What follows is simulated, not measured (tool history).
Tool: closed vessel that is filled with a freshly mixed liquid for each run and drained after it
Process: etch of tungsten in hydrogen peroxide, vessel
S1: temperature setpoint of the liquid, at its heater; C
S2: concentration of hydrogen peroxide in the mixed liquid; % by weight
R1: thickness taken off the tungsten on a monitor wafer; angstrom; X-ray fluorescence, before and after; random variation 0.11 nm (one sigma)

run 1 hour=0 | S1=47 S2=23.5 time_in_the_liquid_(s)=30 | R1=405.41
run 2 hour=2.3 | S1=45 S2=23.5 time_in_the_liquid_(s)=30 | R1=355.33
run 3 hour=11.6 | S1=45 S2=23.5 time_in_the_liquid_(s)=30 | R1=352.78
run 4 hour=15.8 | S1=45 S2=26.5 time_in_the_liquid_(s)=30 | R1=380.72
run 5 hour=22.4 | S1=45 S2=24 time_in_the_liquid_(s)=30 | R1=359.77
run 6 hour=23.7 | S1=43.5 S2=24 time_in_the_liquid_(s)=30 | R1=324.06
run 7 hour=28 | S1=42.5 S2=24 time_in_the_liquid_(s)=30 | R1=303.71
run 8 hour=34.2 | S1=41.5 S2=24 time_in_the_liquid_(s)=30 | R1=284.5
run 9 hour=35.9 | S1=41 S2=24 time_in_the_liquid_(s)=30 | R1=277.43
run 10 hour=40 | S1=40.5 S2=24 time_in_the_liquid_(s)=30 | R1=266.88
run 11 hour=40.9 | S1=40 S2=24 time_in_the_liquid_(s)=30 | R1=259.4
run 12 hour=47.6 | S1=39.5 S2=24 time_in_the_liquid_(s)=30 | R1=250.38

Run 13 comes next. What will it give?
run 13 hour=53 | S1=39 S2=24 time_in_the_liquid_(s)=30 | R1=?

{"run 13": {"R1": 242.73}}
